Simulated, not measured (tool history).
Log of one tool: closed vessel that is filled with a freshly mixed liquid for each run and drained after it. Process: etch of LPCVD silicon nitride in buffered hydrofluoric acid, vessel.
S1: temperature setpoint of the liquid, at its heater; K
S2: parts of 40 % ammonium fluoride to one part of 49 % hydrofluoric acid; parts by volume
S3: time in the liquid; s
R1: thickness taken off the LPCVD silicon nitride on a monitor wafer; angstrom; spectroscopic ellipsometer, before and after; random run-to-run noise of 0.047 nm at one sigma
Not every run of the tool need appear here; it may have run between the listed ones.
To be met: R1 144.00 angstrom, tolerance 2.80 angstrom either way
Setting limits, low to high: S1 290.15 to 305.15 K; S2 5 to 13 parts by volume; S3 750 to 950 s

run    day      S1  S2   S3      R1
  1  0.000  298.15   8  950  167.25
  2  0.317  298.15   6  950  221.80
  3  0.517  296.65   6  950  204.30
  4  0.667  298.15   6  950  221.08
  5  0.696  296.65   6  950  202.54
  6  0.854  295.65   6  950  192.91
  7  0.912  294.65   6  950  182.87
  8  0.946  293.65   6  950  172.30
  9  0.971  293.15   6  950  168.11
 10  1.008  292.65   6  950  162.76
 11  1.071  292.15   6  950  159.30
 12  1.429  291.65   6  950  154.92
 13  1.521  291.15   6  950  149.72

Consider the 4 candidate settings below. Which is the only one whose results all fall within their allowed miss of target?
  A  1.612  291.15   5  855   ?
  B  1.612  290.65   5  870   ?
  C  1.612  293.65   6  850   ?
  D  1.612  290.65   5  800   ?

move      R1
   A  157.60
   B  155.89
   C  154.48
   D  143.34
A: further off than the last run
B: further off than the last run
C: further off than the last run
D: hits every target within its allowed miss
Go with D: it meets all targets.
